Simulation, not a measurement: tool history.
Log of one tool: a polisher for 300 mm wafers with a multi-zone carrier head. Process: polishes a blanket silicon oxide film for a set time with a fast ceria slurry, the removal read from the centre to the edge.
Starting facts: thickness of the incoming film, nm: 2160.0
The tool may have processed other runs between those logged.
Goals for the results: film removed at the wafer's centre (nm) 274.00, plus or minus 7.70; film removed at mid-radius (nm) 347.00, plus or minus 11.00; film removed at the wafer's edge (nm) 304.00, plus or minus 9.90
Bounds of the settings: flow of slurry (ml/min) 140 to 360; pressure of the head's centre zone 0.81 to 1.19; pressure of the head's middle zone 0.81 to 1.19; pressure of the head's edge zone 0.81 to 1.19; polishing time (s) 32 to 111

run	hour	flow of slurry (ml/min)	pressure of the head's centre zone	pressure of the head's middle zone	pressure of the head's edge zone	polishing time (s)	film removed at the wafer's centre (nm)	film removed at mid-radius (nm)	film removed at the wafer's edge (nm)
1	0.0	230	1.00	1.00	1.00	71	534.88	536.83	515.57
2	3.0	230	1.00	1.00	1.00	59	440.31	448.19	437.42
3	7.4	230	1.00	0.96	1.00	59	431.77	428.41	431.46
4	15.0	225	0.97	0.97	0.96	55	403.11	407.97	395.50
5	18.0	225	0.97	0.91	0.96	55	403.68	379.46	393.45
6	22.7	225	0.89	0.91	0.96	55	364.50	382.48	396.43
7	26.7	215	0.87	0.93	0.94	52	335.54	366.11	371.43
8	32.7	205	0.86	0.95	0.91	51	321.44	360.67	363.10

Pick the move, out of 5, that brings all results within their allowed miss; only one does.
A	38.7	280	1.10	1.00	0.81	43	?	?	?
B	38.7	220	0.84	0.98	0.88	44	?	?	?
C	38.7	190	0.90	0.98	0.87	45	?	?	?
D	38.7	260	0.96	1.12	0.81	41	?	?	?
E	38.7	265	0.84	1.05	0.90	43	?	?	?

move	film removed at the wafer's centre (nm)	film removed at mid-radius (nm)	film removed at the wafer's edge (nm)
A	363.53	333.40	292.86
B	274.85	326.63	304.56
C	294.71	327.31	305.27
D	299.83	347.60	277.12
E	275.33	345.89	305.44
A: its largest miss is bigger than the last run's
B: the worst result of the last run now meets its target, but another is out of spec
C: closer than the last run, but not yet in spec
D: closer than the last run, but not yet in spec
E: each result inside its tolerance
Go with E: it meets all targets.

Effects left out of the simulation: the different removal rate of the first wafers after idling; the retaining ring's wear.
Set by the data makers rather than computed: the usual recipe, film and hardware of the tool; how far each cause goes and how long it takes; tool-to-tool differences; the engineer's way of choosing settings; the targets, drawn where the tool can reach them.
